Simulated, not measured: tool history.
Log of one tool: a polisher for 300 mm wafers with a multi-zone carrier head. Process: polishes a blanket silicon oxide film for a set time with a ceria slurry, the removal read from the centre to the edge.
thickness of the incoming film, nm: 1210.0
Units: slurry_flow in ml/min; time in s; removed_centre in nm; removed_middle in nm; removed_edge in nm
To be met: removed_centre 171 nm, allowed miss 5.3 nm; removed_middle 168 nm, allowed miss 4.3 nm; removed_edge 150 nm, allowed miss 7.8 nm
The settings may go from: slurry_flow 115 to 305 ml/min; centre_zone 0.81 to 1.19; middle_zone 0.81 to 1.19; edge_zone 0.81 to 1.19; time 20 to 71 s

run,hour,slurry_flow,centre_zone,middle_zone,edge_zone,time,removed_centre,removed_middle,removed_edge
1,0,195,1,1,1,45,243.64,237,242.84
2,1.4,195,1,1,1,38,204.07,200.04,200.74
3,2.2,170,1,1,1,38,202.2,198.61,200.32
4,7.3,170,1.08,1,1,38,211.99,195.55,197.98
5,14,170,1.07,1.01,0.97,36,199.19,188.29,183.96
6,22.2,170,1,1.01,0.97,36,191.11,188.23,187.9
7,26.2,170,1,1.01,0.97,36,190.2,191.03,194.61
8,31.1,185,1.02,1.03,0.97,34,187.72,183.62,178.33
9,36.9,185,1.03,1.04,0.95,33,180.5,179.67,170.78
10,44.3,185,1.04,1.04,0.93,32,177.06,175.63,165.69
11,51,185,1.05,1.04,0.91,32,180.68,175.06,161.56
12,55.2,180,1.05,1.04,0.89,32,178.48,175.55,160.4
13,63,175,1.05,1.04,0.88,32,175.48,172.86,161.95
14,66.6,175,1.06,1.05,0.87,32,176.87,176.82,159.45
15,71.1,175,1.06,1.05,0.86,32,177.4,174.95,159.17
16,77.2,175,1.06,1.05,0.85,32,179.04,173.68,159.48

Which of these 5 next moves meets every target?
A,83.3,150,0.96,1.12,0.84,31,?,?,?
B,83.3,190,1.12,1.07,0.83,31,?,?,?
C,83.3,130,0.89,0.86,0.87,37,?,?,?
D,83.3,230,1.19,1.18,0.81,27,?,?,?
E,83.3,165,1.06,1.04,0.82,31,?,?,?

move,removed_centre,removed_middle,removed_edge
A,154.36,173.8,148.91
B,179.5,172.73,151.9
C,169.79,162.39,178.22
D,168.14,167.47,133.01
E,168.54,165.4,149.02
A: takes the result that was furthest off past its target
B: further off than the last run
C: brings the result that was furthest off to its target, and leaves another outside
D: brings the result that was furthest off to its target, and leaves another outside
E: meets every target
The right move is E.

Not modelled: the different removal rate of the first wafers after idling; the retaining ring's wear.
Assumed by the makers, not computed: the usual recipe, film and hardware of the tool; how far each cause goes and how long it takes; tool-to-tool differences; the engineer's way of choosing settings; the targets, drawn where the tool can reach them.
